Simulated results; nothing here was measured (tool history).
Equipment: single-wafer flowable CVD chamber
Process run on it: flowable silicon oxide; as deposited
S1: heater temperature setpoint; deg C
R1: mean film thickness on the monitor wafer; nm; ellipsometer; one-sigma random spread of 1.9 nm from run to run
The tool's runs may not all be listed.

{"run": 1, "day": 0.0, "S1": 105, "chamber pressure (Torr)": 0.982, "RF power (kW)": 2.255, "deposition time (s)": 727, "R1": 457.22}
{"run": 2, "day": 0.212, "S1": 102, "chamber pressure (Torr)": 0.982, "RF power (kW)": 2.255, "deposition time (s)": 727, "R1": 511.27}
{"run": 3, "day": 0.429, "S1": 102, "chamber pressure (Torr)": 0.982, "RF power (kW)": 2.255, "deposition time (s)": 727, "R1": 509.17}
{"run": 4, "day": 0.688, "S1": 102, "chamber pressure (Torr)": 0.982, "RF power (kW)": 2.255, "deposition time (s)": 727, "R1": 512.93}
{"run": 5, "day": 0.817, "S1": 100, "chamber pressure (Torr)": 0.982, "RF power (kW)": 2.255, "deposition time (s)": 727, "R1": 548.35}
{"run": 6, "day": 0.95, "S1": 100, "chamber pressure (Torr)": 0.982, "RF power (kW)": 2.255, "deposition time (s)": 750, "R1": 565.21}
{"run": 7, "day": 1.125, "S1": 98, "chamber pressure (Torr)": 0.982, "RF power (kW)": 2.255, "deposition time (s)": 750, "R1": 607.52}
{"run": 8, "day": 1.462, "S1": 97, "chamber pressure (Torr)": 0.982, "RF power (kW)": 2.255, "deposition time (s)": 750, "R1": 626.73}
{"run": 9, "day": 1.792, "S1": 86, "chamber pressure (Torr)": 0.983, "RF power (kW)": 2.255, "deposition time (s)": 750, "R1": 915.29}

Forecast run 10:
{"run": 10, "day": 2.171, "S1": 88, "chamber pressure (Torr)": 0.983, "RF power (kW)": 2.255, "deposition time (s)": 750, "R1": "?"}

R1: 852.85 nm
